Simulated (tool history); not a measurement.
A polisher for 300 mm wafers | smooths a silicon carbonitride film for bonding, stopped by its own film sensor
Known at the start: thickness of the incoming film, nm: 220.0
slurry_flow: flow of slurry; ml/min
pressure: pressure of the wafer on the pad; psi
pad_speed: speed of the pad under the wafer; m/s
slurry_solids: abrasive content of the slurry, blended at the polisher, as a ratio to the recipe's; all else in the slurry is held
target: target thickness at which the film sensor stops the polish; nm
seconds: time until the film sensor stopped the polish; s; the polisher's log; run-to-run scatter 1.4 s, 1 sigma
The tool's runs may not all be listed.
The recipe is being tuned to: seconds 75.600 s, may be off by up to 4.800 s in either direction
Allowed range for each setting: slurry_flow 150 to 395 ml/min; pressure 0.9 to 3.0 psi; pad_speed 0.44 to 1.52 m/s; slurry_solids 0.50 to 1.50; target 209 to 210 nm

run 1 hour=0.0 | slurry_flow=250 pressure=1.9 pad_speed=0.98 slurry_solids=1.00 target=209 | seconds=40.459
run 2 hour=7.1 | slurry_flow=250 pressure=1.9 pad_speed=1.14 slurry_solids=1.00 target=209 | seconds=36.839
run 3 hour=11.2 | slurry_flow=290 pressure=1.9 pad_speed=1.14 slurry_solids=1.00 target=209 | seconds=36.817
run 4 hour=17.2 | slurry_flow=310 pressure=1.9 pad_speed=1.14 slurry_solids=1.00 target=209 | seconds=36.042
run 5 hour=19.5 | slurry_flow=280 pressure=1.9 pad_speed=1.14 slurry_solids=1.00 target=209 | seconds=36.640
run 6 hour=22.2 | slurry_flow=280 pressure=1.7 pad_speed=1.08 slurry_solids=1.00 target=209 | seconds=40.692
run 7 hour=25.8 | slurry_flow=280 pressure=1.5 pad_speed=0.98 slurry_solids=0.95 target=209 | seconds=47.854
run 8 hour=33.8 | slurry_flow=280 pressure=1.4 pad_speed=0.92 slurry_solids=0.90 target=209 | seconds=53.138
run 9 hour=39.0 | slurry_flow=280 pressure=1.3 pad_speed=0.88 slurry_solids=0.90 target=209 | seconds=58.521
run 10 hour=46.1 | slurry_flow=280 pressure=1.2 pad_speed=0.86 slurry_solids=0.90 target=209 | seconds=59.660

Which single option among these 5 for the next run brings every result within its allowed miss of target? Just one does.
run A hour=53.2 | slurry_flow=265 pressure=1.1 pad_speed=0.84 slurry_solids=0.85 target=209 | seconds=?
run B hour=53.2 | slurry_flow=305 pressure=1.4 pad_speed=0.66 slurry_solids=0.85 target=209 | seconds=?
run C hour=53.2 | slurry_flow=260 pressure=1.2 pad_speed=0.68 slurry_solids=0.80 target=209 | seconds=?
run D hour=53.2 | slurry_flow=295 pressure=0.9 pad_speed=0.90 slurry_solids=0.95 target=209 | seconds=?
run E hour=53.2 | slurry_flow=285 pressure=1.0 pad_speed=0.70 slurry_solids=1.10 target=209 | seconds=?

move=A seconds=68.967
move=B seconds=67.549
move=C seconds=77.035
move=D seconds=67.914
move=E seconds=68.556
A: closes in on the targets versus the last run, not all within tolerance yet
B: closes in on the targets versus the last run, not all within tolerance yet
C: in spec on every target
D: closes in on the targets versus the last run, not all within tolerance yet
E: closes in on the targets versus the last run, not all within tolerance yet
The right move is C.
